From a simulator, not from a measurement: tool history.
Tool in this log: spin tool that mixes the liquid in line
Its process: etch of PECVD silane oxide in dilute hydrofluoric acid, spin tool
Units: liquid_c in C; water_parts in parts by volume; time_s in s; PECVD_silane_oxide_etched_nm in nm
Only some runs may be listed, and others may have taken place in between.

Run 1, hour 0.0: liquid_c 21.0 C, water_parts 205 parts by volume, time_s 210 s. Result: PECVD_silane_oxide_etched_nm 34.527 nm.
Run 2, hour 3.9: liquid_c 21.5 C, water_parts 205 parts by volume, time_s 210 s. Result: PECVD_silane_oxide_etched_nm 35.162 nm.
Run 3, hour 5.1: liquid_c 21.5 C, water_parts 245 parts by volume, time_s 210 s. Result: PECVD_silane_oxide_etched_nm 28.324 nm.
Run 4, hour 6.6: liquid_c 21.5 C, water_parts 290 parts by volume, time_s 210 s. Result: PECVD_silane_oxide_etched_nm 22.923 nm.
Run 5, hour 13.1: liquid_c 23.0 C, water_parts 280 parts by volume, time_s 210 s. Result: PECVD_silane_oxide_etched_nm 25.114 nm.
Run 6, hour 14.4: liquid_c 19.5 C, water_parts 280 parts by volume, time_s 210 s. Result: PECVD_silane_oxide_etched_nm 22.221 nm.
Run 7, hour 22.4: liquid_c 19.5 C, water_parts 280 parts by volume, time_s 210 s. Result: PECVD_silane_oxide_etched_nm 22.183 nm.
Run 8, hour 23.9: liquid_c 21.0 C, water_parts 270 parts by volume, time_s 210 s. Result: PECVD_silane_oxide_etched_nm 24.778 nm.

Run 9 has not been measured yet. What should we expect?
Run 9, hour 28.5: liquid_c 22.5 C, water_parts 265 parts by volume, time_s 210 s. Result: PECVD_silane_oxide_etched_nm ?.

PECVD_silane_oxide_etched_nm: 26.398 nm
